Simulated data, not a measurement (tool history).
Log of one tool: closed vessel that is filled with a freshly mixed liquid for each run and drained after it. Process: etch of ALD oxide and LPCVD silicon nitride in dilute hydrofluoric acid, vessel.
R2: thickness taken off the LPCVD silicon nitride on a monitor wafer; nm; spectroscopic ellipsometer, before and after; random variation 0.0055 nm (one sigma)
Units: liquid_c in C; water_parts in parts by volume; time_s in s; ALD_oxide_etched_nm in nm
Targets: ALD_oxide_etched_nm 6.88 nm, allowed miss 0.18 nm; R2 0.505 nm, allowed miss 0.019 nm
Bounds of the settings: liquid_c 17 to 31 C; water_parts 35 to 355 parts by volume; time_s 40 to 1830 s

run 1 hour=0 | liquid_c=23 water_parts=195 time_s=935 | ALD_oxide_etched_nm=43.62 R2=2.442
run 2 hour=7.5 | liquid_c=24 water_parts=240 time_s=680 | ALD_oxide_etched_nm=25.388 R2=1.525
run 3 hour=9 | liquid_c=24 water_parts=195 time_s=680 | ALD_oxide_etched_nm=32.515 R2=1.8872
run 4 hour=9.9 | liquid_c=22 water_parts=195 time_s=680 | ALD_oxide_etched_nm=30.334 R2=1.6773
run 5 hour=13.4 | liquid_c=23 water_parts=240 time_s=515 | ALD_oxide_etched_nm=18.532 R2=1.0919
run 6 hour=21.4 | liquid_c=26.5 water_parts=240 time_s=515 | ALD_oxide_etched_nm=20.852 R2=1.3711
run 7 hour=24.3 | liquid_c=25.5 water_parts=320 time_s=120 | ALD_oxide_etched_nm=3.2738 R2=0.2248
run 8 hour=28.8 | liquid_c=26.5 water_parts=305 time_s=120 | ALD_oxide_etched_nm=3.5762 R2=0.24984
run 9 hour=31.7 | liquid_c=27.5 water_parts=285 time_s=120 | ALD_oxide_etched_nm=4.1043 R2=0.28816
-- hour=38 hydrofluoric acid flow meter replaced
run 10 hour=38 | liquid_c=28.5 water_parts=265 time_s=120 | ALD_oxide_etched_nm=4.2854 R2=0.30002
run 11 hour=46.2 | liquid_c=29 water_parts=245 time_s=140 | ALD_oxide_etched_nm=5.6104 R2=0.39077
run 12 hour=49.3 | liquid_c=29.5 water_parts=235 time_s=145 | ALD_oxide_etched_nm=6.186 R2=0.43856
run 13 hour=55.3 | liquid_c=30 water_parts=230 time_s=145 | ALD_oxide_etched_nm=6.5242 R2=0.46491
run 14 hour=62.3 | liquid_c=30.5 water_parts=230 time_s=145 | ALD_oxide_etched_nm=6.6365 R2=0.4794

4 next moves are on the table. One of them brings every result within its allowed miss. Which?
run A hour=69.3 | liquid_c=31 water_parts=335 time_s=225 | ALD_oxide_etched_nm=? R2=?
run B hour=69.3 | liquid_c=31 water_parts=295 time_s=190 | ALD_oxide_etched_nm=? R2=?
run C hour=69.3 | liquid_c=28.5 water_parts=290 time_s=215 | ALD_oxide_etched_nm=? R2=?
run D hour=69.3 | liquid_c=25 water_parts=290 time_s=235 | ALD_oxide_etched_nm=? R2=?

move=A ALD_oxide_etched_nm=6.2936 R2=0.50784
move=B ALD_oxide_etched_nm=6.3075 R2=0.4892
move=C ALD_oxide_etched_nm=6.7316 R2=0.48762
move=D ALD_oxide_etched_nm=6.5377 R2=0.43267
A: further off than the last run
B: further off than the last run
C: meets every target
D: further off than the last run
Answer: C
